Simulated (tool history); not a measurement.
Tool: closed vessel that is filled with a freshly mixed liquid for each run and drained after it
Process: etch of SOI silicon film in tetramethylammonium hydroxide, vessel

run	hour	temperature setpoint of the liquid (C)	concentration of hydroxide in the mixed liquid (% by weight)	time in the liquid (s)	thickness taken off the SOI silicon film on a monitor wafer (angstrom)
1	0	64	10	30	1640.5
2	2	64	12	30	1501.6
3	5.7	67	12	30	1811.6
4	12.7	67	11	30	1880.7
5	14.5	64.5	11	30	1635.3
6	18.4	62.5	11	30	1447.5

What will run 7 give?
7	20.3	61	11	30	?

{"run 7": {"thickness taken off the SOI silicon film on a monitor wafer (angstrom)": 1302.2}}
